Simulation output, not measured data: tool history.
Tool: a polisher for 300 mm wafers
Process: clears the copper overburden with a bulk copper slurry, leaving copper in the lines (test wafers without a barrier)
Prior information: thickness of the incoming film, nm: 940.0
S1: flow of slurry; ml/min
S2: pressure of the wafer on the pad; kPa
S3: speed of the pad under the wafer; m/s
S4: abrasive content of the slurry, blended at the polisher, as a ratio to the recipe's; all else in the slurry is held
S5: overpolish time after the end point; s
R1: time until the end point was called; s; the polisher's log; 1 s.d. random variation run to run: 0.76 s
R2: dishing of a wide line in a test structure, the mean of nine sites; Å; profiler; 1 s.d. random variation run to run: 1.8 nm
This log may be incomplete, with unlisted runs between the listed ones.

run 1 hour=0 | S1=185 S2=15.2 S3=1.36 S4=1 S5=9 | R1=88.14 R2=623.54
run 2 hour=2.6 | S1=185 S2=15.2 S3=1.36 S4=1 S5=12 | R1=88.093 R2=719.45
run 3 hour=4.2 | S1=185 S2=16.5 S3=1.36 S4=1 S5=12 | R1=83.539 R2=770.95
run 4 hour=5.2 | S1=185 S2=17.9 S3=1.38 S4=1 S5=12 | R1=75.103 R2=831.72
run 5 hour=9.8 | S1=185 S2=17.9 S3=1.2 S4=1 S5=12 | R1=85.494 R2=794.35
run 6 hour=10.9 | S1=185 S2=19.3 S3=1.24 S4=1 S5=12 | R1=79.14 R2=819.67
run 7 hour=16.3 | S1=185 S2=20 S3=1.3 S4=1 S5=12 | R1=71.271 R2=865.08
run 8 hour=18.5 | S1=185 S2=20.7 S3=1.32 S4=1 S5=12 | R1=70.456 R2=885.43
run 9 hour=19.7 | S1=185 S2=21.4 S3=1.36 S4=1 S5=12 | R1=66.391 R2=942.9
run 10 hour=27.4 | S1=185 S2=22.1 S3=1.4 S4=1 S5=12 | R1=60.845 R2=988.14
run 11 hour=36.3 | S1=185 S2=22.8 S3=1.42 S4=1 S5=12 | R1=58.207 R2=1011.5
run 12 hour=44.9 | S1=185 S2=22.8 S3=1.44 S4=1 S5=12 | R1=57.268 R2=1009.2

Expected results for the next run?
run 13 hour=46.3 | S1=185 S2=22.8 S3=1.46 S4=1 S5=12 | R1=? R2=?

{"run 13": {"R1": 55.826, "R2": 1020.8}}
